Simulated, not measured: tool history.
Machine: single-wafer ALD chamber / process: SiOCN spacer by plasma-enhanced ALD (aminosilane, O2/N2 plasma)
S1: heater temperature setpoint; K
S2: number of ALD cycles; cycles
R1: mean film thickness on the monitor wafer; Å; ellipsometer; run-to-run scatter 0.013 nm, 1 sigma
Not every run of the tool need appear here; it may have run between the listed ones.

run	day	S1	S2	R1
1	0	698.15	66	36.407
2	0.183	701.15	62	34.178
3	0.338	701.15	69	37.637
4	0.588	705.15	69	37.556
5	0.796	706.15	64	34.598
6	1.05	706.15	58	31.291
7	1.1	716.15	52	27.325
8	1.404	715.15	52	27.432
9	1.721	715.15	52	27.25
10	1.933	715.15	52	27.18

Estimate the outcome of run 11 from the log above:
11	2.225	713.15	52	?

{"run 11": {"R1": 27.478}}

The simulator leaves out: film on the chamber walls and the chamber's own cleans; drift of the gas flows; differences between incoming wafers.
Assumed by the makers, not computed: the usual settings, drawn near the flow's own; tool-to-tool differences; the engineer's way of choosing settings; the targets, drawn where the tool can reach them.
